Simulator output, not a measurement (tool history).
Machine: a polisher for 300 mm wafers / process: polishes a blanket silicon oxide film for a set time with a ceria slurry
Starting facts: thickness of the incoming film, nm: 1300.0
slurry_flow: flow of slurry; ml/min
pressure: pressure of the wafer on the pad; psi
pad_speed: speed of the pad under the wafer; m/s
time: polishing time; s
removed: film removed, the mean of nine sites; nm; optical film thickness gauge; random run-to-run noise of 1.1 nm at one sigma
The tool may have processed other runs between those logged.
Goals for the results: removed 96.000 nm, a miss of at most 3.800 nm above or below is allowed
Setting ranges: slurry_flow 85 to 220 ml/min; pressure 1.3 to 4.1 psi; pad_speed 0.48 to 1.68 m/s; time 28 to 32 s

run	hour	slurry_flow	pressure	pad_speed	time	removed
1	0.0	140	2.7	1.08	32	118.980
2	6.8	135	2.5	1.08	32	108.890
3	10.8	130	2.4	1.08	32	103.150
4	14.8	150	2.4	1.08	32	109.020
5	19.4	140	2.4	1.08	32	108.240
6	20.8	130	2.4	1.08	32	104.590
# hour 22.3: slurry nozzle cleaned
7	22.3	105	2.3	1.08	32	109.560
8	29.4	115	2.2	1.08	32	104.650

Of the 4 settings listed for the next run, only one would bring every result within its allowed miss of target. Which one?
A	36.5	120	2.2	1.04	30	?
B	36.5	120	2.1	1.10	32	?
C	36.5	85	2.5	1.14	29	?
D	36.5	85	2.5	1.04	32	?

move	removed
A	96.836
B	104.290
C	104.610
D	105.590
A: meets every target
B: roughly where the last run was
C: roughly where the last run was
D: misses by more than the last run did
A is the move that brings every result within its allowed miss.

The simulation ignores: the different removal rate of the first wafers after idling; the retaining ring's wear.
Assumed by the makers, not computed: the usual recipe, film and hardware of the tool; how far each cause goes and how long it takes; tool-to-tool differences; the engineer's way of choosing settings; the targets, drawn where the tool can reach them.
